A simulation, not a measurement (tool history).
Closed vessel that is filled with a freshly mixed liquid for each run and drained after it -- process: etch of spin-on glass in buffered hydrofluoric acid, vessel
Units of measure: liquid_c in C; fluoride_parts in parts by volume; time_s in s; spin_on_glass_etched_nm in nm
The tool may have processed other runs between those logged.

| run | hour | liquid_c | fluoride_parts | time_s | spin_on_glass_etched_nm |
|---|---|---|---|---|---|
| 1 | 0.0 | 22.0 | 20 | 100 | 205.75 |
| 2 | 6.8 | 22.0 | 20 | 100 | 203.12 |
| 3 | 9.1 | 19.0 | 20 | 100 | 172.69 |
| 4 | 11.0 | 19.0 | 20 | 110 | 189.83 |
| 5 | 16.4 | 21.0 | 20 | 110 | 213.15 |
| 6 | 18.5 | 23.0 | 20 | 110 | 237.91 |
| 7 | 27.6 | 24.5 | 20 | 110 | 258.46 |
| 8 | 36.8 | 24.5 | 20 | 110 | 258.98 |

For run 9, what comes out?
| 9 | 40.9 | 26.0 | 20 | 110 | ? |

Run 9 produced spin_on_glass_etched_nm 279.38 nm.
